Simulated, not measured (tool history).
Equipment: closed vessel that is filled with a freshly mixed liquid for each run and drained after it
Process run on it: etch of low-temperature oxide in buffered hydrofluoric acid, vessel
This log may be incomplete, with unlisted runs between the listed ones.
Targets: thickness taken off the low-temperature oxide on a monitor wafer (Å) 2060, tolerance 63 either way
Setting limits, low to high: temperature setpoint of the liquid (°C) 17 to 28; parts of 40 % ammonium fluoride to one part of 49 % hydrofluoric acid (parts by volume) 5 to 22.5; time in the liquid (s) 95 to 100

run	hour	temperature setpoint of the liquid (°C)	parts of 40 % ammonium fluoride to one part of 49 % hydrofluoric acid (parts by volume)	time in the liquid (s)	thickness taken off the low-temperature oxide on a monitor wafer (Å)
1	0	20	13.5	95	2630.5
2	3.9	20	11	95	3251.8
3	6.4	19.5	12	95	2922.1
4	12	19	12.5	95	2722.4
5	15.5	17	12.5	95	2425.5
6	20.7	17	12.5	100	2583.6
7	26.2	17	13	100	2506.2
8	29.6	17	13.5	100	2363.3
9	37.7	17	14	100	2311.4
10	44.4	17	14.5	100	2251.4
11	52.1	17	15	100	2141.7

Which of these 4 next moves meets every target?
A	59.8	22.5	18	95	?
B	59.8	17.5	16	100	?
C	59.8	19.5	15.5	95	?
D	59.8	17.5	15	100	?

move	thickness taken off the low-temperature oxide on a monitor wafer (Å)
A	2287.6
B	2043
C	2242.7
D	2177.1
A: misses by more than the last run did
B: in spec on every target
C: misses by more than the last run did
D: misses by more than the last run did
So the answer is move B, the one that meets all the targets.

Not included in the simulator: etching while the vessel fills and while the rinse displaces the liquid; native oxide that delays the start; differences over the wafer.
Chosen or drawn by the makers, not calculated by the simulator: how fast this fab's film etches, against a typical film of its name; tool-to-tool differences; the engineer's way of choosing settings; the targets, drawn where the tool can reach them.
